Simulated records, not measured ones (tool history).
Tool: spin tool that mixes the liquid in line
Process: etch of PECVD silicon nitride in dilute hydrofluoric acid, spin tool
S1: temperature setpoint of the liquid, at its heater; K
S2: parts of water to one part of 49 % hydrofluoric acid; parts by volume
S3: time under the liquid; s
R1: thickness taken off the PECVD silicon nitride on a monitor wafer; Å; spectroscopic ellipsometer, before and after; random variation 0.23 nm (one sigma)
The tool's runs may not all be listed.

run  hour      S1  S2   S3      R1
  1   0.0  294.15  50  275  129.49
  2   4.5  290.65  50  275  101.34
  3  10.0  293.65  50  275  124.55
  4  12.2  293.65  40  275  154.77
  5  20.0  295.15  40  275  172.18
  6  25.4  296.15  40  275  185.28
  7  29.3  297.15  40  275  197.35

The next listed run, before its measurement:
  8  34.4  297.65  40  275   ?

{"run 8": {"R1": 209.17}}
